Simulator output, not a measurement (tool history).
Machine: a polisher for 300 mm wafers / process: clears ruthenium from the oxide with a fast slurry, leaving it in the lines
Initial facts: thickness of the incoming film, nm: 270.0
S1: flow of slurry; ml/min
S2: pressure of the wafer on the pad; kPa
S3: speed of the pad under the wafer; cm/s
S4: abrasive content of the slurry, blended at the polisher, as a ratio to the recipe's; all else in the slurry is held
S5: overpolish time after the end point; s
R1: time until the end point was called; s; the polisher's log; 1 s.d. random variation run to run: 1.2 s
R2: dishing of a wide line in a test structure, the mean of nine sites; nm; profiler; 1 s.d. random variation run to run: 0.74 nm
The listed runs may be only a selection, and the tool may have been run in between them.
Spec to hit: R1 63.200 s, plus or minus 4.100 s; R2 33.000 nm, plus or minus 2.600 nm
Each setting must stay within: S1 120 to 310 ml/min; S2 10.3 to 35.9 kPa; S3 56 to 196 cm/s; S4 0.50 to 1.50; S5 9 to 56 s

| run | day | S1 | S2 | S3 | S4 | S5 | R1 | R2 |
|---|---|---|---|---|---|---|---|---|
| 1 | 0.000 | 200 | 22.8 | 126 | 1.00 | 29 | 43.214 | 90.560 |
| 2 | 0.121 | 200 | 22.8 | 110 | 1.00 | 29 | 47.460 | 86.675 |
| 3 | 0.258 | 200 | 17.2 | 110 | 1.00 | 29 | 64.670 | 68.752 |
| 4 | 0.329 | 205 | 15.9 | 112 | 1.05 | 26 | 66.330 | 65.770 |
| 5 | 0.467 | 190 | 15.2 | 124 | 0.95 | 23 | 66.773 | 59.519 |
| 6 | 0.650 | 180 | 14.5 | 134 | 0.90 | 21 | 69.874 | 56.169 |
| 7 | 0.688 | 170 | 13.8 | 144 | 0.85 | 19 | 70.725 | 49.627 |
| 8 | 0.983 | 170 | 13.8 | 144 | 0.85 | 19 | 72.916 | 47.846 |
| 9 | 1.117 | 160 | 14.5 | 152 | 0.80 | 17 | 71.190 | 48.691 |
| 10 | 1.408 | 155 | 13.8 | 158 | 0.80 | 16 | 69.977 | 43.690 |
| 11 | 1.575 | 150 | 13.8 | 164 | 0.80 | 15 | 69.276 | 43.901 |
| 12 | 1.879 | 205 | 13.8 | 128 | 1.05 | 9 | 67.085 | 28.948 |

Exercise: of the 5 proposed moves below, exactly one satisfies all targets within the stated allowed misses. Which move is it?
| A | 2.183 | 230 | 12.4 | 162 | 0.80 | 12 | ? | ? |
| B | 2.183 | 310 | 16.5 | 140 | 0.75 | 10 | ? | ? |
| C | 2.183 | 235 | 11.0 | 150 | 0.95 | 13 | ? | ? |
| D | 2.183 | 215 | 13.8 | 116 | 1.05 | 12 | ? | ? |
| E | 2.183 | 230 | 13.1 | 118 | 1.10 | 12 | ? | ? |

| move | R1 | R2 |
|---|---|---|
| A | 71.731 | 34.661 |
| B | 63.465 | 32.952 |
| C | 75.763 | 35.405 |
| D | 72.678 | 34.281 |
| E | 72.730 | 34.260 |
A: brings the last run's worst result on target, with another outside its allowed miss
B: every result within its allowed miss
C: brings the last run's worst result on target, with another outside its allowed miss
D: brings the last run's worst result on target, with another outside its allowed miss
E: brings the last run's worst result on target, with another outside its allowed miss
The right move is B.

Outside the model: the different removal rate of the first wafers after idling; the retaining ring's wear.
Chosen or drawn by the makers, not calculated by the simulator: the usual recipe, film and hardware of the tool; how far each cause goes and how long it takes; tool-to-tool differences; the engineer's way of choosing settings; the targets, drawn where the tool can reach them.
